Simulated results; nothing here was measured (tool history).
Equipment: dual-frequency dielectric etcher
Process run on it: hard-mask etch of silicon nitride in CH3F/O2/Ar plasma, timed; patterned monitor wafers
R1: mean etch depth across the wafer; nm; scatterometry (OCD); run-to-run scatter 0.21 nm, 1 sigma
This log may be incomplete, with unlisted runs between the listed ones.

run 1 hour=0 | source_power_(kW)=0.41 bias_power_(kW)=0.053 etch_time_(s)=88.5 | R1=55.745
run 2 hour=3.4 | source_power_(kW)=0.41 bias_power_(kW)=0.053 etch_time_(s)=88.5 | R1=55.578
run 3 hour=5.6 | source_power_(kW)=0.35 bias_power_(kW)=0.053 etch_time_(s)=88.5 | R1=52.135
run 4 hour=10.9 | source_power_(kW)=0.29 bias_power_(kW)=0.053 etch_time_(s)=88.5 | R1=48.128
run 5 hour=13.1 | source_power_(kW)=0.34 bias_power_(kW)=0.055 etch_time_(s)=88.5 | R1=52.182
run 6 hour=16.1 | source_power_(kW)=0.34 bias_power_(kW)=0.055 etch_time_(s)=80.5 | R1=47.577
run 7 hour=20.8 | source_power_(kW)=0.39 bias_power_(kW)=0.057 etch_time_(s)=81.5 | R1=51.631
run 8 hour=21.5 | source_power_(kW)=0.43 bias_power_(kW)=0.059 etch_time_(s)=82 | R1=55.044
run 9 hour=29.4 | source_power_(kW)=0.46 bias_power_(kW)=0.06 etch_time_(s)=82.5 | R1=56.845

What will run 10 give?
run 10 hour=35.5 | source_power_(kW)=0.54 bias_power_(kW)=0.068 etch_time_(s)=85 | R1=?

{"run 10": {"R1": 65.993}}
